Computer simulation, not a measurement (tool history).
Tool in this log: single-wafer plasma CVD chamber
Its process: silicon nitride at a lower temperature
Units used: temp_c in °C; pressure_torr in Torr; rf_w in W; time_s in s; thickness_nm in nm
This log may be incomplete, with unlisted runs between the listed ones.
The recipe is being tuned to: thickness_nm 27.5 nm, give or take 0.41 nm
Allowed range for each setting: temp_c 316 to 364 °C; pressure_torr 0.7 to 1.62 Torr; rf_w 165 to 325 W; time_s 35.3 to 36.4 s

run,hour,temp_c,pressure_torr,rf_w,time_s,thickness_nm
1,0,340,1.16,245,35.3,32.357
2,7.8,336,1.16,245,35.3,32.423
3,10,336,1.04,240,35.3,31
4,18.2,336,1.04,275,35.3,34.91
5,27,336,0.95,260,35.3,32.567
6,27.8,336,0.88,250,35.3,30.887
7,31.8,336,0.88,250,35.3,30.772
8,34.8,336,0.88,250,35.3,30.75
9,40.6,336,0.83,245,35.3,29.788
10,44.7,336,0.79,240,35.3,28.914
11,52.3,336,0.76,240,35.3,28.576
12,53.7,336,0.74,240,35.3,28.451
13,61.7,336,0.73,240,35.3,28.324
14,68.2,336,0.73,240,35.3,28.385
15,73.1,336,0.72,240,35.3,28.283
16,73.8,336,0.71,240,35.3,28.226

Which one of the following 5 next-run settings gets every result inside its allowed miss? There is exactly one.
A,74.5,338,0.78,225,36,?
B,74.5,333,0.7,255,35.3,?
C,74.5,341,0.71,240,35.7,?
D,74.5,335,0.7,240,35.7,?
E,74.5,334,0.73,245,35.3,?

move,thickness_nm
A,27.719
B,29.655
C,28.444
D,28.408
E,28.926
A: meets every target
B: its largest miss is bigger than the last run's
C: its largest miss is bigger than the last run's
D: its largest miss is bigger than the last run's
E: its largest miss is bigger than the last run's
Move A is the one to make.
